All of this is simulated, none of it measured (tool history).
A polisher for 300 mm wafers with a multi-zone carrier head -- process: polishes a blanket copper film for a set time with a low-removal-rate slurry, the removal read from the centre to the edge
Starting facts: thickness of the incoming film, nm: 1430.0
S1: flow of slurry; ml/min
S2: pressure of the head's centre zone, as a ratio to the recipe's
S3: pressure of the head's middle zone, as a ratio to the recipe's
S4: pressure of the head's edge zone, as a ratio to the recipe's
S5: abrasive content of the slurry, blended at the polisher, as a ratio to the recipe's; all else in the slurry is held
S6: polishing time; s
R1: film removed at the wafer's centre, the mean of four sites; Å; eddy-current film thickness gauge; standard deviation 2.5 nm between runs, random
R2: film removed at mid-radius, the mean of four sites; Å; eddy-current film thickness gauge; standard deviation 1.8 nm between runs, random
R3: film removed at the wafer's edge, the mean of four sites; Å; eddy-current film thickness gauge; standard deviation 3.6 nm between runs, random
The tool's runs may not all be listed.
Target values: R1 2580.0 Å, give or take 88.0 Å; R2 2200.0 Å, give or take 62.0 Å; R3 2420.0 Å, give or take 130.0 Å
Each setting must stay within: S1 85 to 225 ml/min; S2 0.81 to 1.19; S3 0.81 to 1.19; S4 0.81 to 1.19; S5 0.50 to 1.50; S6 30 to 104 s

Run 1, hour 0.0: S1 145 ml/min, S2 1.00, S3 1.00, S4 1.00, S5 1.00, S6 67 s. Result: R1 1849.0 Å, R2 1857.7 Å, R3 1793.0 Å.
Run 2, hour 6.0: S1 145 ml/min, S2 0.94, S3 1.00, S4 1.00, S5 1.00, S6 67 s. Result: R1 1722.3 Å, R2 1846.6 Å, R3 1777.0 Å.
Run 3, hour 14.6: S1 145 ml/min, S2 0.94, S3 1.05, S4 1.00, S5 1.00, S6 67 s. Result: R1 1752.9 Å, R2 1920.5 Å, R3 1808.4 Å.
Run 4, hour 19.2: S1 145 ml/min, S2 0.94, S3 1.09, S4 1.00, S5 1.00, S6 67 s. Result: R1 1712.8 Å, R2 1991.1 Å, R3 1757.1 Å.
Run 5, hour 21.1: S1 145 ml/min, S2 0.90, S3 1.09, S4 1.00, S5 1.00, S6 67 s. Result: R1 1669.7 Å, R2 1987.8 Å, R3 1796.3 Å.
Run 6, hour 26.4: S1 150 ml/min, S2 0.92, S3 1.07, S4 1.02, S5 1.05, S6 68 s. Result: R1 1759.6 Å, R2 2034.1 Å, R3 1925.0 Å.
Run 7, hour 31.6: S1 155 ml/min, S2 0.95, S3 1.06, S4 1.03, S5 1.05, S6 68 s. Result: R1 1828.0 Å, R2 2027.2 Å, R3 1912.3 Å.
Run 8, hour 36.4: S1 170 ml/min, S2 1.05, S3 0.96, S4 1.13, S5 1.30, S6 77 s. Result: R1 2415.4 Å, R2 2306.0 Å, R3 2358.4 Å.
Run 9, hour 40.2: S1 170 ml/min, S2 1.06, S3 0.95, S4 1.13, S5 1.30, S6 77 s. Result: R1 2502.6 Å, R2 2232.2 Å, R3 2396.0 Å.
Run 10, hour 48.7: S1 170 ml/min, S2 1.07, S3 0.94, S4 1.14, S5 1.30, S6 77 s. Result: R1 2456.4 Å, R2 2244.6 Å, R3 2363.0 Å.

Exercise: of the 4 proposed moves below, exactly one satisfies all targets within the stated allowed misses. Which move is it?
Run A, hour 57.2: S1 145 ml/min, S2 0.99, S3 0.99, S4 1.16, S5 1.25, S6 82 s. Result: R1 ?, R2 ?, R3 ?.
Run B, hour 57.2: S1 175 ml/min, S2 1.07, S3 0.87, S4 1.10, S5 1.20, S6 80 s. Result: R1 ?, R2 ?, R3 ?.
Run C, hour 57.2: S1 165 ml/min, S2 0.99, S3 0.96, S4 1.16, S5 1.25, S6 77 s. Result: R1 ?, R2 ?, R3 ?.
Run D, hour 57.2: S1 175 ml/min, S2 1.10, S3 1.08, S4 1.08, S5 1.30, S6 71 s. Result: R1 ?, R2 ?, R3 ?.

move      R1      R2      R3
   A  2375.7  2392.7  2479.2
   B  2585.5  2185.4  2399.7
   C  2296.0  2254.4  2372.9
   D  2404.9  2310.8  2143.1
A: further off than the last run
B: every result lands within tolerance
C: further off than the last run
D: further off than the last run
B is the move that brings every result within its allowed miss.

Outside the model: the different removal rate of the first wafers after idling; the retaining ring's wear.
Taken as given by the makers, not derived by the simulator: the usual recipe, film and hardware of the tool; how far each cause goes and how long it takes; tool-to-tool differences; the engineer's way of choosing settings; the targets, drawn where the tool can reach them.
